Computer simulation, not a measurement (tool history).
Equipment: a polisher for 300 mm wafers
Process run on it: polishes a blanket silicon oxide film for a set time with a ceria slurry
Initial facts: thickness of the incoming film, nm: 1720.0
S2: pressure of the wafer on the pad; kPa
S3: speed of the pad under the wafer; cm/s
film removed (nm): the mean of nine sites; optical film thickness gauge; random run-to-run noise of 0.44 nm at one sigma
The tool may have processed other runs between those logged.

Run 1, day 0.000: flow of slurry (ml/min) 210, S2 16.5 kPa, S3 88 cm/s, polishing time (s) 34. Result: film removed (nm) 102.670.
Run 2, day 0.212: flow of slurry (ml/min) 210, S2 16.5 kPa, S3 74 cm/s, polishing time (s) 34. Result: film removed (nm) 86.289.
Run 3, day 0.300: flow of slurry (ml/min) 205, S2 15.2 kPa, S3 74 cm/s, polishing time (s) 34. Result: film removed (nm) 80.855.
Run 4, day 0.396: flow of slurry (ml/min) 250, S2 15.2 kPa, S3 74 cm/s, polishing time (s) 34. Result: film removed (nm) 83.468.
Run 5, day 0.508: flow of slurry (ml/min) 235, S2 13.8 kPa, S3 74 cm/s, polishing time (s) 34. Result: film removed (nm) 76.757.
Run 6, day 0.754: flow of slurry (ml/min) 220, S2 13.1 kPa, S3 74 cm/s, polishing time (s) 34. Result: film removed (nm) 72.631.

What will run 7 give?
At day 0.979: head pressure recalibrated.
Run 7, day 0.979: flow of slurry (ml/min) 205, S2 12.4 kPa, S3 74 cm/s, polishing time (s) 34. Result: film removed (nm) ?.

Run 7 gave film removed (nm) 77.273.

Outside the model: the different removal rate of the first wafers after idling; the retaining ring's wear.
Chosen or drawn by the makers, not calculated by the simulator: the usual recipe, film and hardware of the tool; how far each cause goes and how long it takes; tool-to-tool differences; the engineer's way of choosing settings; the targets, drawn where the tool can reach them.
